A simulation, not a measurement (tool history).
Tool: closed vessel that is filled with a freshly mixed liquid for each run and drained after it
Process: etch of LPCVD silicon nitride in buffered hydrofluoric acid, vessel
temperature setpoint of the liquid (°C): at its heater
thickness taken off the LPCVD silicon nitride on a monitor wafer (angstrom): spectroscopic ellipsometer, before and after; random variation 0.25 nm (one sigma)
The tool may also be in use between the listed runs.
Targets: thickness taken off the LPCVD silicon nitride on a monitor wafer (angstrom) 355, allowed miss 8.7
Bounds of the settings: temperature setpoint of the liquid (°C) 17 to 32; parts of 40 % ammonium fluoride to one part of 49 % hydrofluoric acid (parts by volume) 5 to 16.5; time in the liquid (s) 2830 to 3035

run,day,temperature setpoint of the liquid (°C),parts of 40 % ammonium fluoride to one part of 49 % hydrofluoric acid (parts by volume),time in the liquid (s),thickness taken off the LPCVD silicon nitride on a monitor wafer (angstrom)
1,0,24,10,2830,399.75
2,0.167,27,10,2830,471.88
3,0.221,25,10,2830,420.46
4,0.571,28.5,10,2830,509.69
5,0.729,27,10,2830,473.27
6,1.046,27,8.5,2830,526.98
7,1.154,25.5,8.5,2830,487.45
8,1.35,24.5,8.5,2830,474.64
9,1.471,23.5,8.5,2830,440.12
10,1.638,22.5,8.5,2830,415.88
11,1.679,22,8.5,2830,407.27
12,1.95,21.5,8.5,2830,396.23
13,2.308,19,8.5,2830,343.21

Which of these 5 next moves meets every target?
A,2.667,21,11.5,2930,?
B,2.667,17,7.5,2875,?
C,2.667,21,10.5,2830,?
D,2.667,20,8.5,2875,?
E,2.667,19,9.5,2955,?

move,thickness taken off the LPCVD silicon nitride on a monitor wafer (angstrom)
A,308.12
B,360.15
C,325.22
D,372.57
E,328.85
A: further off than the last run
B: meets every target
C: further off than the last run
D: takes the result that was furthest off past its target
E: further off than the last run
Answer: B

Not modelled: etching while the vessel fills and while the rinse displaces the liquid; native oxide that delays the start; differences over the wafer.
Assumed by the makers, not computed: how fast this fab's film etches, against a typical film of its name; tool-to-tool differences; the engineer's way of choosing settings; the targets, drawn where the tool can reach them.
